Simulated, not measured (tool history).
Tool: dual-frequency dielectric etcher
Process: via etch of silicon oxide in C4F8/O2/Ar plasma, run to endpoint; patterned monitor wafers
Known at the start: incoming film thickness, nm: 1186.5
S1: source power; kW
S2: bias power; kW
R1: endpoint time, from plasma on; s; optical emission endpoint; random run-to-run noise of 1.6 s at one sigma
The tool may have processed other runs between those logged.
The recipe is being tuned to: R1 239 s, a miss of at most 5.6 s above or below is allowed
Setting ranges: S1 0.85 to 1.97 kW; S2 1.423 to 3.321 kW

| run | hour | S1 | S2 | R1 |
|---|---|---|---|---|
| 1 | 0 | 1.41 | 2.372 | 279.65 |
| 2 | 2.3 | 1.41 | 2.057 | 292.5 |
| 3 | 3.9 | 1.54 | 2.172 | 281.95 |
| 4 | 6.4 | 1.75 | 2.172 | 268.46 |
|  | 11.5 | bias power generator calibrated |
| 5 | 11.5 | 1.81 | 2.298 | 253.28 |
| 6 | 16.5 | 1.81 | 2.545 | 247.16 |
| 7 | 24.4 | 1.84 | 2.558 | 245.21 |
| 8 | 32.7 | 1.86 | 2.568 | 245.79 |

Which of these 5 next moves meets every target?
| A | 41 | 1.65 | 2.524 | ? |
| B | 41 | 1.72 | 2.412 | ? |
| C | 41 | 1.91 | 2.727 | ? |
| D | 41 | 1.77 | 2.417 | ? |
| E | 41 | 1.76 | 2.37 | ? |

| move | R1 |
|---|---|
| A | 256.61 |
| B | 257.1 |
| C | 238.62 |
| D | 254.57 |
| E | 256.7 |
A: misses by more than the last run did
B: misses by more than the last run did
C: meets every target
D: misses by more than the last run did
E: misses by more than the last run did
C is the move that brings every result within its allowed miss.
